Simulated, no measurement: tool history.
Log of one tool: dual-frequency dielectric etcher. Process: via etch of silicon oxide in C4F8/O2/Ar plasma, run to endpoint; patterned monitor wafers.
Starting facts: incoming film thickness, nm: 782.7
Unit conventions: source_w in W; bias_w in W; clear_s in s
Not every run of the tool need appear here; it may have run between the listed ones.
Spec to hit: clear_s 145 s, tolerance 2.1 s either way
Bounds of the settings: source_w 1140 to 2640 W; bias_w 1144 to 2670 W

run,hour,source_w,bias_w,clear_s
1,0,1890,1907,171.4
2,3.8,2000,1927,164.99
3,8.2,1680,1927,181.67
4,15.9,1680,1730,190
5,16.6,1810,1739,180.87
6,21.2,1810,1418,195.56
7,23.1,1930,1468,186.81
8,26.2,2030,1510,179.12
9,33.7,2410,1834,152.28
10,37.2,2440,1836,151.31
11,40.3,2460,1838,149.99
12,46,2480,1839,149.18
13,53.7,2500,1840,148.8

4 candidate next runs follow, results not yet known. Just one meets every target within its allowed miss. Identify it.
A,61.4,2640,1702,?
B,61.4,2180,2167,?
C,61.4,2420,2069,?
D,61.4,2480,1788,?

move,clear_s
A,148.09
B,149.47
C,144.05
D,150.15
A: closer than the last run, but not yet in spec
B: further off than the last run
C: every result within its allowed miss
D: further off than the last run
So the answer is move C, the one that meets all the targets.
